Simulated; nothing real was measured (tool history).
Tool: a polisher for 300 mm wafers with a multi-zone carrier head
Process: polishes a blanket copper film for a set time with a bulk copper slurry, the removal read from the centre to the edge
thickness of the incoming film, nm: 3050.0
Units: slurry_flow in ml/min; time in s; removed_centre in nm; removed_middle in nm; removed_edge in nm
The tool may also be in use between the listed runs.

{"run": 1, "hour": 0.0, "slurry_flow": 250, "centre_zone": 1.0, "middle_zone": 1.0, "edge_zone": 1.0, "slurry_solids": 1.0, "time": 46, "removed_centre": 290.74, "removed_middle": 297.77, "removed_edge": 298.96}
{"run": 2, "hour": 0.6, "slurry_flow": 250, "centre_zone": 1.0, "middle_zone": 1.08, "edge_zone": 1.0, "slurry_solids": 1.0, "time": 46, "removed_centre": 293.83, "removed_middle": 316.52, "removed_edge": 298.92}
{"run": 3, "hour": 8.1, "slurry_flow": 260, "centre_zone": 1.02, "middle_zone": 1.05, "edge_zone": 1.06, "slurry_solids": 1.15, "time": 48, "removed_centre": 332.78, "removed_middle": 342.45, "removed_edge": 335.37}
{"run": 4, "hour": 15.2, "slurry_flow": 265, "centre_zone": 1.01, "middle_zone": 1.01, "edge_zone": 1.1, "slurry_solids": 1.25, "time": 49, "removed_centre": 344.9, "removed_middle": 346.82, "removed_edge": 349.98}
{"run": 5, "hour": 24.0, "slurry_flow": 260, "centre_zone": 1.0, "middle_zone": 0.97, "edge_zone": 1.13, "slurry_solids": 1.3, "time": 51, "removed_centre": 355.03, "removed_middle": 351.44, "removed_edge": 376.22}
{"run": 6, "hour": 32.5, "slurry_flow": 265, "centre_zone": 1.0, "middle_zone": 0.96, "edge_zone": 1.15, "slurry_solids": 1.35, "time": 52, "removed_centre": 369.6, "removed_middle": 349.29, "removed_edge": 391.02}
{"run": 7, "hour": 35.3, "slurry_flow": 275, "centre_zone": 1.0, "middle_zone": 0.97, "edge_zone": 1.16, "slurry_solids": 1.4, "time": 52, "removed_centre": 375.24, "removed_middle": 360.15, "removed_edge": 394.22}

Forecast run 8:
{"run": 8, "hour": 40.1, "slurry_flow": 275, "centre_zone": 1.0, "middle_zone": 0.97, "edge_zone": 1.17, "slurry_solids": 1.45, "time": 53, "removed_centre": "?", "removed_middle": "?", "removed_edge": "?"}

{"run 8": {"removed_centre": 389.13, "removed_middle": 383.75, "removed_edge": 410.01}}

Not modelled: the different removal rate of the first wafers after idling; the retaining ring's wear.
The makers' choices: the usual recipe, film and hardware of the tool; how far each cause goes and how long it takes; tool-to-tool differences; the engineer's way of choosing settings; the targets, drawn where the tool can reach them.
